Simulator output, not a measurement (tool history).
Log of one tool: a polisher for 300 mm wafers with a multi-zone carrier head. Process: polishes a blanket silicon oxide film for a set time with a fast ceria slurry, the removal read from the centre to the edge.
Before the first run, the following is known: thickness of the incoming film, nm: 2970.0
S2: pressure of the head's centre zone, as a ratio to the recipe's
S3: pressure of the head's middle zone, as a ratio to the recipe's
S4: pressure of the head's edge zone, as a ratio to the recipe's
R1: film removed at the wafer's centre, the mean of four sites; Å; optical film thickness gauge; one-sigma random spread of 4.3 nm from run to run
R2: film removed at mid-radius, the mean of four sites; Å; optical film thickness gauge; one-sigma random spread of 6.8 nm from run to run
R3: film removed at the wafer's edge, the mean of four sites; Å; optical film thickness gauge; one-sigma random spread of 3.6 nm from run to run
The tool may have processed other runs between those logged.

Run 1, day 0: flow of slurry (ml/min) 170, S2 1, S3 1, S4 1, polishing time (s) 38. Result: R1 5433 Å, R2 5357.6 Å, R3 5427.3 Å.
Run 2, day 0.083: flow of slurry (ml/min) 170, S2 1, S3 1, S4 0.94, polishing time (s) 38. Result: R1 5418.4 Å, R2 5551.9 Å, R3 5324.3 Å.
Run 3, day 0.321: flow of slurry (ml/min) 170, S2 1, S3 1.08, S4 0.94, polishing time (s) 38. Result: R1 5462.3 Å, R2 5891.1 Å, R3 5433.8 Å.
Run 4, day 0.367: flow of slurry (ml/min) 170, S2 1, S3 1.08, S4 0.94, polishing time (s) 44. Result: R1 6243.2 Å, R2 6644 Å, R3 6288.5 Å.
Run 5, day 0.458: flow of slurry (ml/min) 125, S2 1, S3 1.08, S4 0.94, polishing time (s) 44. Result: R1 6051.5 Å, R2 6332.5 Å, R3 6045 Å.
Run 6, day 0.592: flow of slurry (ml/min) 125, S2 0.99, S3 1.07, S4 0.93, polishing time (s) 43. Result: R1 5811.5 Å, R2 6282.4 Å, R3 5890 Å.
Run 7, day 0.738: flow of slurry (ml/min) 125, S2 0.98, S3 1.06, S4 0.92, polishing time (s) 42. Result: R1 5662 Å, R2 6049.5 Å, R3 5678.7 Å.
Run 8, day 0.942: flow of slurry (ml/min) 125, S2 0.97, S3 1.05, S4 0.91, polishing time (s) 41. Result: R1 5480.6 Å, R2 5781.8 Å, R3 5497.9 Å.
Run 9, day 1.154: flow of slurry (ml/min) 125, S2 0.96, S3 1.05, S4 0.9, polishing time (s) 40. Result: R1 5220.5 Å, R2 5735.7 Å, R3 5357.6 Å.
Run 10, day 1.2: flow of slurry (ml/min) 125, S2 0.96, S3 1.04, S4 0.89, polishing time (s) 39. Result: R1 5085.2 Å, R2 5345.3 Å, R3 5175.9 Å.

Run 11 is up next; what results do you expect?
Run 11, day 1.288: flow of slurry (ml/min) 125, S2 0.96, S3 1.05, S4 0.88, polishing time (s) 38. Result: R1 ?, R2 ?, R3 ?.

R1: 5090.5 Å
R2: 5411.8 Å
R3: 5024 Å

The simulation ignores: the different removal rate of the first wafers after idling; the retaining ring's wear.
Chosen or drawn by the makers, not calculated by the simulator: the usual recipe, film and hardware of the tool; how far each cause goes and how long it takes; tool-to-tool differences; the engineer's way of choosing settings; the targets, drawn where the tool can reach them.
